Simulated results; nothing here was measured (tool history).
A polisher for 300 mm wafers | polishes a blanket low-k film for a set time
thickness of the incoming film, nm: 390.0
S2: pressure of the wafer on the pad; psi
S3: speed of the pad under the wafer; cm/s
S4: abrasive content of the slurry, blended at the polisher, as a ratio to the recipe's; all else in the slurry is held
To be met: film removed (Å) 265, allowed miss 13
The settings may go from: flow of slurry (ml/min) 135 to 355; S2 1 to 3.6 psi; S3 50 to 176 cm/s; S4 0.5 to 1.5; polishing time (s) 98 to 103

run 1 hour=0 | flow_of_slurry_(ml/min)=225 S2=2.3 S3=112 S4=1 polishing_time_(s)=98 | film_removed_(Å)=442.98
run 2 hour=4 | flow_of_slurry_(ml/min)=265 S2=2.3 S3=112 S4=1 polishing_time_(s)=98 | film_removed_(Å)=452.84
run 3 hour=5.1 | flow_of_slurry_(ml/min)=265 S2=2.2 S3=112 S4=1 polishing_time_(s)=98 | film_removed_(Å)=434.28
run 4 hour=7.8 | flow_of_slurry_(ml/min)=265 S2=2.1 S3=112 S4=1 polishing_time_(s)=98 | film_removed_(Å)=410.51
run 5 hour=9 | flow_of_slurry_(ml/min)=265 S2=2 S3=112 S4=1 polishing_time_(s)=98 | film_removed_(Å)=397.11
run 6 hour=10.9 | flow_of_slurry_(ml/min)=265 S2=1.9 S3=112 S4=1 polishing_time_(s)=98 | film_removed_(Å)=366.93
run 7 hour=18.6 | flow_of_slurry_(ml/min)=265 S2=1.8 S3=112 S4=1 polishing_time_(s)=98 | film_removed_(Å)=353.88
run 8 hour=27.2 | flow_of_slurry_(ml/min)=265 S2=1.7 S3=112 S4=1 polishing_time_(s)=98 | film_removed_(Å)=338.99
run 9 hour=33.5 | flow_of_slurry_(ml/min)=265 S2=1.1 S3=108 S4=1 polishing_time_(s)=98 | film_removed_(Å)=212.08

4 next moves are on the table. One of them brings every result within its allowed miss. Which?
run A hour=39.8 | flow_of_slurry_(ml/min)=265 S2=1.3 S3=88 S4=1.1 polishing_time_(s)=103 | film_removed_(Å)=?
run B hour=39.8 | flow_of_slurry_(ml/min)=305 S2=1.3 S3=110 S4=0.85 polishing_time_(s)=98 | film_removed_(Å)=?
run C hour=39.8 | flow_of_slurry_(ml/min)=265 S2=2 S3=52 S4=1.3 polishing_time_(s)=101 | film_removed_(Å)=?
run D hour=39.8 | flow_of_slurry_(ml/min)=305 S2=1.2 S3=120 S4=0.95 polishing_time_(s)=103 | film_removed_(Å)=?

move=A film_removed_(Å)=231.64
move=B film_removed_(Å)=239.37
move=C film_removed_(Å)=240.31
move=D film_removed_(Å)=262.59
A: nearer than the last run, and not there yet
B: nearer than the last run, and not there yet
C: nearer than the last run, and not there yet
D: meets every target
Answer: D

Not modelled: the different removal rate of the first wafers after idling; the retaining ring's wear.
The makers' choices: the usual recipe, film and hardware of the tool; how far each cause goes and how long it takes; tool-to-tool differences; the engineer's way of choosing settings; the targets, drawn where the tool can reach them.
